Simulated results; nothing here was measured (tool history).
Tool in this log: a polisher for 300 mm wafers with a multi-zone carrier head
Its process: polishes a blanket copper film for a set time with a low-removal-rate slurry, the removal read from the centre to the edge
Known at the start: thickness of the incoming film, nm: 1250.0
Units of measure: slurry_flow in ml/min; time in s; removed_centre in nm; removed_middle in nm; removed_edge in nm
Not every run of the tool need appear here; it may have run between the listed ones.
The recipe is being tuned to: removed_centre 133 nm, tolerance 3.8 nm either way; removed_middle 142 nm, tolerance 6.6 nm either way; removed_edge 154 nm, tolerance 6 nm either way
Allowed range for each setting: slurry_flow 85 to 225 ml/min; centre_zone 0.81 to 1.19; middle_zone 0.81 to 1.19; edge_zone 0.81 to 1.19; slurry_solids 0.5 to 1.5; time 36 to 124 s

Run 1, hour 0: slurry_flow 145 ml/min, centre_zone 1, middle_zone 1, edge_zone 1, slurry_solids 1, time 79 s. Result: removed_centre 177.81 nm, removed_middle 170.64 nm, removed_edge 175.02 nm.
Run 2, hour 7.5: slurry_flow 135 ml/min, centre_zone 0.95, middle_zone 0.98, edge_zone 0.98, slurry_solids 0.95, time 79 s. Result: removed_centre 163.24 nm, removed_middle 166.85 nm, removed_edge 169.55 nm.
Run 3, hour 16.1: slurry_flow 135 ml/min, centre_zone 0.95, middle_zone 0.98, edge_zone 0.98, slurry_solids 0.95, time 92 s. Result: removed_centre 190.36 nm, removed_middle 196.55 nm, removed_edge 199.57 nm.
Run 4, hour 24.9: slurry_flow 135 ml/min, centre_zone 0.95, middle_zone 0.98, edge_zone 0.92, slurry_solids 0.95, time 92 s. Result: removed_centre 191.33 nm, removed_middle 195.75 nm, removed_edge 191.82 nm.
Run 5, hour 31.2: slurry_flow 135 ml/min, centre_zone 0.95, middle_zone 0.98, edge_zone 0.92, slurry_solids 0.95, time 111 s. Result: removed_centre 226.23 nm, removed_middle 235.29 nm, removed_edge 227.71 nm.
Run 6, hour 36: slurry_flow 135 ml/min, centre_zone 0.95, middle_zone 0.92, edge_zone 0.92, slurry_solids 0.95, time 111 s. Result: removed_centre 232.84 nm, removed_middle 224.24 nm, removed_edge 230.14 nm.
Run 7, hour 42.5: slurry_flow 125 ml/min, centre_zone 0.91, middle_zone 0.9, edge_zone 0.92, slurry_solids 0.85, time 102 s. Result: removed_centre 194.34 nm, removed_middle 195.81 nm, removed_edge 209.88 nm.
Run 8, hour 46.1: slurry_flow 125 ml/min, centre_zone 0.91, middle_zone 0.9, edge_zone 0.92, slurry_solids 0.85, time 102 s. Result: removed_centre 194.49 nm, removed_middle 193.67 nm, removed_edge 206.86 nm.
Run 9, hour 53.3: slurry_flow 120 ml/min, centre_zone 0.89, middle_zone 0.89, edge_zone 0.9, slurry_solids 0.75, time 96 s. Result: removed_centre 174.55 nm, removed_middle 177.5 nm, removed_edge 187.83 nm.
Run 10, hour 62.2: slurry_flow 115 ml/min, centre_zone 0.87, middle_zone 0.88, edge_zone 0.89, slurry_solids 0.65, time 93 s. Result: removed_centre 160.69 nm, removed_middle 161.76 nm, removed_edge 178.44 nm.
Run 11, hour 65.1: slurry_flow 110 ml/min, centre_zone 0.85, middle_zone 0.88, edge_zone 0.87, slurry_solids 0.6, time 91 s. Result: removed_centre 149.31 nm, removed_middle 156.95 nm, removed_edge 168.44 nm.
Run 12, hour 71.9: slurry_flow 105 ml/min, centre_zone 0.84, middle_zone 0.87, edge_zone 0.86, slurry_solids 0.55, time 90 s. Result: removed_centre 141.58 nm, removed_middle 149.16 nm, removed_edge 162.9 nm.
Run 13, hour 80.5: slurry_flow 100 ml/min, centre_zone 0.84, middle_zone 0.87, edge_zone 0.85, slurry_solids 0.55, time 90 s. Result: removed_centre 141.23 nm, removed_middle 153.14 nm, removed_edge 160.12 nm.
Run 14, hour 82.1: slurry_flow 100 ml/min, centre_zone 0.83, middle_zone 0.86, edge_zone 0.85, slurry_solids 0.55, time 89 s. Result: removed_centre 137.77 nm, removed_middle 147.03 nm, removed_edge 158.01 nm.
Run 15, hour 90.1: slurry_flow 95 ml/min, centre_zone 0.83, middle_zone 0.85, edge_zone 0.85, slurry_solids 0.55, time 89 s. Result: removed_centre 135.73 nm, removed_middle 145 nm, removed_edge 156.8 nm.

5 candidate next runs follow, results not yet known. Just one meets every target within its allowed miss. Identify it.
Run A, hour 98.1: slurry_flow 105 ml/min, centre_zone 0.86, middle_zone 0.87, edge_zone 0.89, slurry_solids 0.55, time 86 s. Result: removed_centre ?, removed_middle ?, removed_edge ?.
Run B, hour 98.1: slurry_flow 105 ml/min, centre_zone 0.81, middle_zone 0.86, edge_zone 0.84, slurry_solids 0.5, time 87 s. Result: removed_centre ?, removed_middle ?, removed_edge ?.
Run C, hour 98.1: slurry_flow 85 ml/min, centre_zone 0.87, middle_zone 0.85, edge_zone 0.81, slurry_solids 0.5, time 92 s. Result: removed_centre ?, removed_middle ?, removed_edge ?.
Run D, hour 98.1: slurry_flow 105 ml/min, centre_zone 0.87, middle_zone 0.82, edge_zone 0.81, slurry_solids 0.5, time 89 s. Result: removed_centre ?, removed_middle ?, removed_edge ?.
Run E, hour 98.1: slurry_flow 90 ml/min, centre_zone 0.85, middle_zone 0.84, edge_zone 0.94, slurry_solids 0.5, time 91 s. Result: removed_centre ?, removed_middle ?, removed_edge ?.

move  removed_centre  removed_middle  removed_edge
   A          138.76          148.62         155.7
   B          130.27          146.88        151.32
   C          141.44          147.81         153.3
   D          143.19          144.46        152.43
   E           138.4          146.39        163.42
A: further off than the last run
B: every result lands within tolerance
C: further off than the last run
D: further off than the last run
E: further off than the last run
B meets every target.

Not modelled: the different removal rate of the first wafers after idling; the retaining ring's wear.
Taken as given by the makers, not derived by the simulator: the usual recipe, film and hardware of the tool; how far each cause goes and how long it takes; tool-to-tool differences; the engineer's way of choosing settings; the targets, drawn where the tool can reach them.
